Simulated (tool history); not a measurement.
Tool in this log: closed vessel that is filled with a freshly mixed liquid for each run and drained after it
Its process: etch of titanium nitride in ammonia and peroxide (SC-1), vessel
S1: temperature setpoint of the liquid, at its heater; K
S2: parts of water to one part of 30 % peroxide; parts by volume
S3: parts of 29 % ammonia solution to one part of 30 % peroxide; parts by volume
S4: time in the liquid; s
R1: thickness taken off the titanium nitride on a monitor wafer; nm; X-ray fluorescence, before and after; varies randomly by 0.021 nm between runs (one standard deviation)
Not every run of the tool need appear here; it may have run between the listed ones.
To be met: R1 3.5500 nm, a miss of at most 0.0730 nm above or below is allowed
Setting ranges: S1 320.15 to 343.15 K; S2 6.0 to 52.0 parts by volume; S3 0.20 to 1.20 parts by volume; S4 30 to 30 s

run 1 hour=0.0 | S1=336.15 S2=29.0 S3=0.85 S4=30 | R1=2.2066
run 2 hour=1.6 | S1=337.65 S2=28.5 S3=0.85 S4=30 | R1=2.4681
run 3 hour=5.5 | S1=337.65 S2=28.5 S3=0.85 S4=30 | R1=2.4721
run 4 hour=10.7 | S1=337.65 S2=28.5 S3=1.10 S4=30 | R1=2.5739
run 5 hour=16.5 | S1=337.65 S2=28.5 S3=1.00 S4=30 | R1=2.5326
run 6 hour=20.0 | S1=337.65 S2=28.5 S3=1.00 S4=30 | R1=2.5313
-- hour=28.9 ammonia flow meter replaced
run 7 hour=28.9 | S1=337.65 S2=28.5 S3=1.00 S4=30 | R1=2.5068
run 8 hour=36.4 | S1=338.65 S2=28.5 S3=1.00 S4=30 | R1=2.6652

Of the 4 settings listed for the next run, only one would bring every result within its allowed miss of target. Which one?
run A hour=43.9 | S1=336.65 S2=39.5 S3=0.65 S4=30 | R1=?
run B hour=43.9 | S1=335.15 S2=40.5 S3=0.90 S4=30 | R1=?
run C hour=43.9 | S1=338.65 S2=17.5 S3=1.05 S4=30 | R1=?
run D hour=43.9 | S1=332.65 S2=29.5 S3=0.75 S4=30 | R1=?

move=A R1=1.7970
move=B R1=1.7101
move=C R1=3.5122
move=D R1=1.6820
A: further off than the last run
B: further off than the last run
C: meets every target
D: further off than the last run
The right move is C.
